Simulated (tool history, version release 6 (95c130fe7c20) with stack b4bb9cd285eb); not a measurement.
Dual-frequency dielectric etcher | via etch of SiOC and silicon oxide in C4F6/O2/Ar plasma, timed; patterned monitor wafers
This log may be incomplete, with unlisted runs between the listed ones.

run  hour  source power (kW)  bias power (kW)  etch time (s)  mean etch depth across the wafer (Å)
  1   0.0              0.390            0.214           43.0                                473.32
  2   5.1              0.370            0.213           43.0                                459.90
  3   6.4              0.400            0.213           43.0                                478.06
  4  12.7              0.460            0.213           43.0                                512.41
  5  18.6              0.420            0.211           43.0                                487.71
  6  24.8              0.390            0.210           43.0                                469.77

Run 7, settings as shown, results not yet in. Your forecast:
  7  31.7              0.320            0.206           43.0                                     ?

mean etch depth across the wafer (Å): 420.98
